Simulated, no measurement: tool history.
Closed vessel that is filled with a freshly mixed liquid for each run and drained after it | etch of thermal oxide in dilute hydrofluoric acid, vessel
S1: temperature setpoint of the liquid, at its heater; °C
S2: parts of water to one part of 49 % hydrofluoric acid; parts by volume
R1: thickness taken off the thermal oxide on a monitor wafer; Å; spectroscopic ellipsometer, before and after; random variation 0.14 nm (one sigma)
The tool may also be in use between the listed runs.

Run 1, hour 0: S1 22 °C, S2 285 parts by volume, time in the liquid (s) 835. Result: R1 108.25 Å.
Run 2, hour 6.1: S1 23.5 °C, S2 280 parts by volume, time in the liquid (s) 835. Result: R1 113.98 Å.
Run 3, hour 14.4: S1 24.5 °C, S2 270 parts by volume, time in the liquid (s) 835. Result: R1 123.9 Å.
Run 4, hour 16.3: S1 25.5 °C, S2 265 parts by volume, time in the liquid (s) 835. Result: R1 132.04 Å.
Run 5, hour 24.1: S1 25.5 °C, S2 365 parts by volume, time in the liquid (s) 835. Result: R1 86.252 Å.
Run 6, hour 32.9: S1 22 °C, S2 365 parts by volume, time in the liquid (s) 835. Result: R1 76.993 Å.
Run 7, hour 39: S1 23.5 °C, S2 340 parts by volume, time in the liquid (s) 835. Result: R1 88.084 Å.
Run 8, hour 44.8: S1 23.5 °C, S2 340 parts by volume, time in the liquid (s) 835. Result: R1 87.121 Å.
Run 9, hour 53.6: S1 24.5 °C, S2 320 parts by volume, time in the liquid (s) 835. Result: R1 101.03 Å.
Run 10, hour 57.1: S1 28.5 °C, S2 265 parts by volume, time in the liquid (s) 835. Result: R1 146.35 Å.
Run 11, hour 63.4: S1 28.5 °C, S2 265 parts by volume, time in the liquid (s) 835. Result: R1 146.17 Å.

The next listed run, before its measurement:
Run 12, hour 67.6: S1 29 °C, S2 265 parts by volume, time in the liquid (s) 835. Result: R1 ?.

{"run 12": {"R1": 146.53}}
